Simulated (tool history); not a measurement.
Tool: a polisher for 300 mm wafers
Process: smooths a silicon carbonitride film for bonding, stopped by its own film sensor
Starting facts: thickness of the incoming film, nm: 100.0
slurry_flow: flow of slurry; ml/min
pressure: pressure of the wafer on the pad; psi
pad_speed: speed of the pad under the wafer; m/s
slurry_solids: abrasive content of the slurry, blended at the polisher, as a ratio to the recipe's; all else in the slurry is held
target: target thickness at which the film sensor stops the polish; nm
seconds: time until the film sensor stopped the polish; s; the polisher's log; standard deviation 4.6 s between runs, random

run 1 hour=0.0 | slurry_flow=205 pressure=1.6 pad_speed=1.02 slurry_solids=1.0 target=74 | seconds=122.62
run 2 hour=1.4 | slurry_flow=205 pressure=1.4 pad_speed=0.98 slurry_solids=1.0 target=74 | seconds=139.48
run 3 hour=2.9 | slurry_flow=205 pressure=1.2 pad_speed=0.98 slurry_solids=1.0 target=74 | seconds=165.26
run 4 hour=9.5 | slurry_flow=205 pressure=1.2 pad_speed=0.80 slurry_solids=1.0 target=74 | seconds=194.66
run 5 hour=14.9 | slurry_flow=205 pressure=1.5 pad_speed=0.80 slurry_solids=1.0 target=74 | seconds=166.77
run 6 hour=23.2 | slurry_flow=205 pressure=1.3 pad_speed=0.78 slurry_solids=1.0 target=74 | seconds=182.57
run 7 hour=27.1 | slurry_flow=205 pressure=1.3 pad_speed=0.78 slurry_solids=1.0 target=74 | seconds=181.38
run 8 hour=29.4 | slurry_flow=205 pressure=1.2 pad_speed=0.76 slurry_solids=1.0 target=74 | seconds=197.44
run 9 hour=32.7 | slurry_flow=205 pressure=1.1 pad_speed=0.76 slurry_solids=1.0 target=74 | seconds=215.89

Predict the results of run 10:
run 10 hour=36.4 | slurry_flow=205 pressure=1.1 pad_speed=0.76 slurry_solids=1.0 target=74 | seconds=?

Run 10 gave seconds 212.07 s.
